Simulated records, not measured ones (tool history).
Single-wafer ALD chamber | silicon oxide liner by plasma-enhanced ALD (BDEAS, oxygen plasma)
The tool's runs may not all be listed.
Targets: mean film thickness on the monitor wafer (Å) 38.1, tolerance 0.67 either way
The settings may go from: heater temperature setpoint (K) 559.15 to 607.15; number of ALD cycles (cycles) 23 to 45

run,hour,heater temperature setpoint (K),number of ALD cycles (cycles),mean film thickness on the monitor wafer (Å)
1,0,583.15,34,33.162
2,2.5,583.15,30,29.302
3,6.4,582.15,32,31.325
4,7.7,582.15,28,27.355
5,15.7,575.15,28,27.722
6,20.1,574.15,31,30.69
7,24.3,573.15,33,32.621
8,26,573.15,34,33.655
9,27.7,573.15,35,34.667
10,32.7,573.15,36,35.753
11,39.5,573.15,37,36.559

Of the 5 settings listed for the next run, only one would bring every result within its allowed miss of target. Which one?
A,46.3,580.15,40,?
B,46.3,573.15,40,?
C,46.3,560.15,39,?
D,46.3,568.15,38,?
E,46.3,559.15,38,?

move,mean film thickness on the monitor wafer (Å)
A,39.251
B,39.592
C,40.115
D,38.117
E,39.208
A: takes the result that was furthest off past its target
B: takes the result that was furthest off past its target
C: takes the result that was furthest off past its target
D: all results in spec
E: takes the result that was furthest off past its target
The move that meets every target is D.

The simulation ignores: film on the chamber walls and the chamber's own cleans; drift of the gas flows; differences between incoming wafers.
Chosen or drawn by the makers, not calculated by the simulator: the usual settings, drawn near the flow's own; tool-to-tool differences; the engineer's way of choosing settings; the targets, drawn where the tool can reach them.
